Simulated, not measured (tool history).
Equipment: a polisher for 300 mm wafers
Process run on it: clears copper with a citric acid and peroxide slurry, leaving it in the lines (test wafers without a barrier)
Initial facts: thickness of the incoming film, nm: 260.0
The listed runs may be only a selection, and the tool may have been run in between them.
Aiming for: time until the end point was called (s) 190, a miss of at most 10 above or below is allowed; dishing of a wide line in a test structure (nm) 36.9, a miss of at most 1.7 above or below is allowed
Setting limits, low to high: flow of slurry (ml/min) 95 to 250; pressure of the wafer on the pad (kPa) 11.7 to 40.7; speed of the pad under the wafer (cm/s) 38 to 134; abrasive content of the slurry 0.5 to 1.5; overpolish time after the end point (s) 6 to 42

run  hour  flow of slurry (ml/min)  pressure of the wafer on the pad (kPa)  speed of the pad under the wafer (cm/s)  abrasive content of the slurry  overpolish time after the end point (s)  time until the end point was called (s)  dishing of a wide line in a test structure (nm)
  1     0                      160                                    26.2                                       86                               1                                       21                                   127.94                                           34.165
  2   1.2                      160                                      31                                       86                               1                                       21                                   107.27                                           39.412
  3     9                      160                                      31                                       68                               1                                       21                                   141.04                                            32.67
  4  16.6                      160                                      29                                       66                               1                                       24                                   149.45                                           34.017
  5  17.3                      160                                      29                                       66                               1                                       15                                   147.18                                           21.536
  6    22                      160                                      29                                       52                               1                                       15                                   189.43                                           17.708
     24.3  -- slurry nozzle cleaned
  7  24.3                      155                                    29.6                                       50                               1                                       19                                   184.65                                           22.545
  8  33.2                      155                                    29.6                                       48                               1                                       22                                   192.72                                           24.089
  9  38.6                      150                                    30.3                                       48                               1                                       25                                    191.5                                           28.212
 10  45.4                      155                                    30.3                                       48                               1                                       27                                   188.89                                           30.217

Below are 5 possible settings for the next run. Only one of them brings all results inside the allowed miss of their targets. Which is it?
  A  52.2                      160                                      31                                       48                             1.1                                       21                                        ?                                                ?
  B  52.2                      135                                    25.5                                       58                               1                                       34                                        ?                                                ?
  C  52.2                      185                                    32.4                                       48                             1.1                                       27                                        ?                                                ?
  D  52.2                      120                                    28.3                                       54                             0.9                                       30                                        ?                                                ?
  E  52.2                      180                                    24.1                                       60                               1                                       20                                        ?                                                ?

move  time until the end point was called (s)  dishing of a wide line in a test structure (nm)
   A                                   177.44                                           24.907
   B                                      186                                            36.35
   C                                   167.63                                           32.827
   D                                    187.2                                           32.555
   E                                   184.19                                           22.903
A: the biggest miss grows against the last run
B: every result lands within tolerance
C: better than the last run, though not everything is in spec
D: better than the last run, though not everything is in spec
E: the biggest miss grows against the last run
The right move is B.

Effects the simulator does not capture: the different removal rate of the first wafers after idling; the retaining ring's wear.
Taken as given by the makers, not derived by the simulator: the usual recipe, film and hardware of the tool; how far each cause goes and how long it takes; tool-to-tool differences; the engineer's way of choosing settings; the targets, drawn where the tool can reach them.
